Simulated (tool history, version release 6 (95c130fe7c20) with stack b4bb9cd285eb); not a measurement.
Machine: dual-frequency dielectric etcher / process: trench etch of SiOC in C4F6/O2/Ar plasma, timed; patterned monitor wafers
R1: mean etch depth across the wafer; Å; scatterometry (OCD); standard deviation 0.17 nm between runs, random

{"run": 1, "hour": 0.0, "source power (W)": 430, "bias power (W)": 248, "etch time (s)": 12, "R1": 265.48}
{"run": 2, "hour": 0.6, "source power (W)": 430, "bias power (W)": 210, "etch time (s)": 12, "R1": 248.95}
{"run": 3, "hour": 1.1, "source power (W)": 500, "bias power (W)": 210, "etch time (s)": 12, "R1": 264.08}
{"run": 4, "hour": 6.4, "source power (W)": 460, "bias power (W)": 210, "etch time (s)": 12, "R1": 256.95}
{"run": 5, "hour": 11.8, "source power (W)": 460, "bias power (W)": 242, "etch time (s)": 12, "R1": 268.57}
{"run": 6, "hour": 19.9, "source power (W)": 460, "bias power (W)": 269, "etch time (s)": 12, "R1": 280.83}
{"run": 7, "hour": 23.1, "source power (W)": 480, "bias power (W)": 272, "etch time (s)": 12, "R1": 284.03}
{"run": 8, "hour": 25.2, "source power (W)": 500, "bias power (W)": 277, "etch time (s)": 12, "R1": 292.92}

Run 9 has not been measured yet. What should we expect?
{"run": 9, "hour": 32.1, "source power (W)": 510, "bias power (W)": 279, "etch time (s)": 12, "R1": "?"}

For run 9 the tool returned R1 294.76 Å.

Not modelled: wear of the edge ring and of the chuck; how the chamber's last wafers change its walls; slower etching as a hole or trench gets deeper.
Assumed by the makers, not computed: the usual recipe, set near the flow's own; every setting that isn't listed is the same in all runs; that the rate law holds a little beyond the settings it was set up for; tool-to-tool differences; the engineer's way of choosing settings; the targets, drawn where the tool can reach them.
